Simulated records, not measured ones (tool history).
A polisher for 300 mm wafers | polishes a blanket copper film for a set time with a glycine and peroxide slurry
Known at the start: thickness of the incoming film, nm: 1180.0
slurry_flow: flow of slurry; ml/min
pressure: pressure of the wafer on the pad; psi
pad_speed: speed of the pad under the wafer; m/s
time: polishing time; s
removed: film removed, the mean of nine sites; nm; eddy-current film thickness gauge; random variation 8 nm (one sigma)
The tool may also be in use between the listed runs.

run	hour	slurry_flow	pressure	pad_speed	time	removed
1	0.0	250	3.4	1.12	52	417.45
2	3.4	250	3.4	1.12	52	428.88
3	6.7	250	3.4	1.12	55	450.66
4	14.5	250	3.7	1.16	55	499.16
5	20.5	250	3.7	1.06	55	458.13
# hour 27.3: worn pad replaced by a new one
6	27.3	255	4.0	1.12	55	549.88
7	36.1	265	4.2	1.12	55	575.59

The next listed run, before its measurement:
8	39.7	270	4.4	1.14	55	?

removed: 609.13 nm

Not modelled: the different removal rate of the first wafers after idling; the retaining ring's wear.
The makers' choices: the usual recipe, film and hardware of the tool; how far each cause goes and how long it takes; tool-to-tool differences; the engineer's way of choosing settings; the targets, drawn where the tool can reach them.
